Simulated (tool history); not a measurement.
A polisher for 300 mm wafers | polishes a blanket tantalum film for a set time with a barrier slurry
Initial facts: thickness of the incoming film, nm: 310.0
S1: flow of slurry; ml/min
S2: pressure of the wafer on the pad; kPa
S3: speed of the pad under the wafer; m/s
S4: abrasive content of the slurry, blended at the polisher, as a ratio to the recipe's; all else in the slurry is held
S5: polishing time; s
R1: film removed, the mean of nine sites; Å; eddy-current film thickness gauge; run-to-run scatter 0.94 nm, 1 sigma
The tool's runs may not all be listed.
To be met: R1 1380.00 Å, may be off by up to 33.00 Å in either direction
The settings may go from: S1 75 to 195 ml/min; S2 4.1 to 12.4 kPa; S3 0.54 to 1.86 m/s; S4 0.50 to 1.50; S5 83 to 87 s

{"run": 1, "hour": 0.0, "S1": 125, "S2": 8.3, "S3": 1.18, "S4": 1.0, "S5": 83, "R1": 1009.9}
{"run": 2, "hour": 7.7, "S1": 105, "S2": 8.3, "S3": 1.18, "S4": 1.0, "S5": 83, "R1": 971.67}
{"run": 3, "hour": 13.2, "S1": 125, "S2": 9.0, "S3": 1.18, "S4": 1.0, "S5": 83, "R1": 1092.1}
{"run": 4, "hour": 16.8, "S1": 125, "S2": 9.0, "S3": 1.18, "S4": 1.0, "S5": 83, "R1": 1078.4}
{"run": 5, "hour": 24.0, "S1": 125, "S2": 9.0, "S3": 1.18, "S4": 1.1, "S5": 83, "R1": 1089.8}
{"run": 6, "hour": 26.5, "S1": 140, "S2": 9.7, "S3": 1.18, "S4": 1.1, "S5": 83, "R1": 1210.3}
{"run": 7, "hour": 30.5, "S1": 150, "S2": 9.7, "S3": 1.18, "S4": 1.1, "S5": 83, "R1": 1222.7}
{"run": 8, "hour": 34.2, "S1": 155, "S2": 9.7, "S3": 1.18, "S4": 1.1, "S5": 83, "R1": 1233.6}
{"run": 9, "hour": 36.9, "S1": 160, "S2": 9.7, "S3": 1.18, "S4": 1.1, "S5": 83, "R1": 1232.8}
{"run": 10, "hour": 41.1, "S1": 165, "S2": 9.7, "S3": 1.18, "S4": 1.1, "S5": 83, "R1": 1245.5}
{"run": 11, "hour": 45.4, "S1": 170, "S2": 9.7, "S3": 1.18, "S4": 1.1, "S5": 83, "R1": 1249.8}

5 candidate next runs follow, results not yet known. Just one meets every target within its allowed miss. Identify it.
{"run": "A", "hour": 49.7, "S1": 165, "S2": 10.3, "S3": 1.1, "S4": 1.15, "S5": 85, "R1": "?"}
{"run": "B", "hour": 49.7, "S1": 190, "S2": 10.3, "S3": 1.2, "S4": 0.85, "S5": 83, "R1": "?"}
{"run": "C", "hour": 49.7, "S1": 165, "S2": 10.3, "S3": 1.16, "S4": 1.0, "S5": 84, "R1": "?"}
{"run": "D", "hour": 49.7, "S1": 175, "S2": 11.0, "S3": 0.92, "S4": 1.35, "S5": 83, "R1": "?"}
{"run": "E", "hour": 49.7, "S1": 185, "S2": 9.7, "S3": 1.24, "S4": 1.0, "S5": 87, "R1": "?"}

move=A R1=1272.20
move=B R1=1308.70
move=C R1=1292.30
move=D R1=1153.60
move=E R1=1356.60
A: an improvement on the last run, though not all results are within tolerance
B: an improvement on the last run, though not all results are within tolerance
C: an improvement on the last run, though not all results are within tolerance
D: the biggest miss grows against the last run
E: all results in spec
The move that meets every target is E.

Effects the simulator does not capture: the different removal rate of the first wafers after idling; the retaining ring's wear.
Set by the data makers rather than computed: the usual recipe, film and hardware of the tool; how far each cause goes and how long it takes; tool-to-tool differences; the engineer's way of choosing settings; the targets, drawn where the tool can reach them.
